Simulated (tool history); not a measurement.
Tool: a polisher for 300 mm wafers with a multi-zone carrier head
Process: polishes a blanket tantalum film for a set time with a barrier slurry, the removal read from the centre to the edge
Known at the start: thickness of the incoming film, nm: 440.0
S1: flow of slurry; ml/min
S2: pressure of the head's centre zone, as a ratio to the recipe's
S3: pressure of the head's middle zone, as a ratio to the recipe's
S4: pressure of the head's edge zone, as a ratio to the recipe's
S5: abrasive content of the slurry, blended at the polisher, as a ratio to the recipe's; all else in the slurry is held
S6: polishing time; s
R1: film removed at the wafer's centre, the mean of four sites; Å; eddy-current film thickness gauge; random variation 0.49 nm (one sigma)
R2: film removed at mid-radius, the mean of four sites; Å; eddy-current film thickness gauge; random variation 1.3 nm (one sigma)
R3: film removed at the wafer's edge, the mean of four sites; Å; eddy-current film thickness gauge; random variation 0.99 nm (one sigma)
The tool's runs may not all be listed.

| run | hour | S1 | S2 | S3 | S4 | S5 | S6 | R1 | R2 | R3 |
|---|---|---|---|---|---|---|---|---|---|---|
| 1 | 0.0 | 130 | 1.00 | 1.00 | 1.00 | 1.00 | 76 | 1186.00 | 1140.00 | 1162.80 |
| 2 | 6.2 | 130 | 1.00 | 1.00 | 1.00 | 0.90 | 76 | 1141.40 | 1106.80 | 1107.60 |
| 3 | 10.0 | 115 | 0.95 | 0.99 | 1.03 | 0.80 | 75 | 969.32 | 1035.00 | 1021.20 |
| 4 | 14.2 | 115 | 0.95 | 1.06 | 1.03 | 0.80 | 75 | 969.99 | 1062.60 | 1037.00 |
| 5 | 23.0 | 105 | 0.92 | 1.01 | 1.06 | 0.75 | 75 | 891.38 | 973.88 | 1011.60 |
| 6 | 25.3 | 100 | 0.89 | 1.00 | 1.05 | 0.70 | 75 | 821.86 | 940.76 | 940.95 |
| 7 | 33.2 | 95 | 0.87 | 0.99 | 1.06 | 0.70 | 75 | 790.57 | 886.90 | 954.70 |
| 8 | 35.2 | 85 | 0.81 | 1.03 | 1.00 | 0.60 | 75 | 637.41 | 803.36 | 833.37 |
| 9 | 42.5 | 95 | 0.81 | 1.02 | 1.01 | 0.60 | 75 | 664.67 | 854.81 | 865.23 |
| 10 | 50.1 | 100 | 0.81 | 1.00 | 1.02 | 0.60 | 75 | 674.87 | 847.45 | 855.03 |

The next listed run, before its measurement:
| 11 | 59.1 | 100 | 0.81 | 1.00 | 1.04 | 0.60 | 75 | ? | ? | ? |

Run 11 gave R1 679.44 Å, R2 841.26 Å, R3 879.31 Å.
